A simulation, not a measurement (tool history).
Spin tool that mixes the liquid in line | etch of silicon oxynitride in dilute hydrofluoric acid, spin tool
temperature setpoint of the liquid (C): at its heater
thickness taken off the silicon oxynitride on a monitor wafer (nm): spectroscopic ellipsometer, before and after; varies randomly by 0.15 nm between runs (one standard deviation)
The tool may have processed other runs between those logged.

run,hour,temperature setpoint of the liquid (C),parts of water to one part of 49 % hydrofluoric acid (parts by volume),time under the liquid (s),thickness taken off the silicon oxynitride on a monitor wafer (nm)
1,0,23,55,285,14.596
2,1.3,23,55,310,15.996
3,2.7,25.5,55,310,17.816
4,6.7,24,55,310,16.583
5,10.3,24,55,310,16.791
6,17,25,55,310,17.721
7,21.5,25.5,55,310,17.941

Predict the results of run 8:
8,27.4,26,55,310,?

thickness taken off the silicon oxynitride on a monitor wafer (nm): 18.457

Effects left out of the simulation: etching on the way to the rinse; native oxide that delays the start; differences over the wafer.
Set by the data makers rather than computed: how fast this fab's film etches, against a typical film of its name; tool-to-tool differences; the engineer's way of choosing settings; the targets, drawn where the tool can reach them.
